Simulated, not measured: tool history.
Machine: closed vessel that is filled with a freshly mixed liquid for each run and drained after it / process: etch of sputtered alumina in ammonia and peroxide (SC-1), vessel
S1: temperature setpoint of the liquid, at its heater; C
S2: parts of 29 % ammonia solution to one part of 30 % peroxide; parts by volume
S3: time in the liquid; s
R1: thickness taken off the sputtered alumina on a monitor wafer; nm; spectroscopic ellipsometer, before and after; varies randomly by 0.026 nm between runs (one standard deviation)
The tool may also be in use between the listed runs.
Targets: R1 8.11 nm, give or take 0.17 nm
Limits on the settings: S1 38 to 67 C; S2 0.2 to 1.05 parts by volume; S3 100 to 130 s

| run | hour | S1 | S2 | S3 | R1 |
|---|---|---|---|---|---|
| 1 | 0 | 51 | 0.55 | 130 | 11.173 |
| 2 | 3.5 | 55.5 | 0.55 | 130 | 14.255 |
| 3 | 9.4 | 53 | 0.55 | 130 | 12.372 |
| 4 | 11.6 | 51.5 | 0.55 | 130 | 11.508 |
| 5 | 15.6 | 55 | 0.55 | 130 | 13.827 |
|  | 24.2 | thermometer replaced |
| 6 | 24.2 | 55 | 0.7 | 130 | 15.951 |
| 7 | 30 | 52.5 | 0.7 | 130 | 13.938 |
| 8 | 38.6 | 50.5 | 0.7 | 130 | 12.478 |
| 9 | 45.9 | 48.5 | 0.7 | 130 | 11.202 |
| 10 | 50.7 | 47 | 0.7 | 130 | 10.307 |

Below are 4 possible settings for the next run. Only one of them brings all results inside the allowed miss of their targets. Which is it?
| A | 55.5 | 42 | 0.85 | 125 | ? |
| B | 55.5 | 43.5 | 0.5 | 120 | ? |
| C | 55.5 | 46.5 | 0.75 | 100 | ? |
| D | 55.5 | 48 | 0.55 | 100 | ? |

| move | R1 |
|---|---|
| A | 7.5691 |
| B | 7.5344 |
| C | 7.7411 |
| D | 8.1755 |
A: carries the result that was furthest off beyond its target, to the other side
B: carries the result that was furthest off beyond its target, to the other side
C: carries the result that was furthest off beyond its target, to the other side
D: hits every target within its allowed miss
D is the move that brings every result within its allowed miss.

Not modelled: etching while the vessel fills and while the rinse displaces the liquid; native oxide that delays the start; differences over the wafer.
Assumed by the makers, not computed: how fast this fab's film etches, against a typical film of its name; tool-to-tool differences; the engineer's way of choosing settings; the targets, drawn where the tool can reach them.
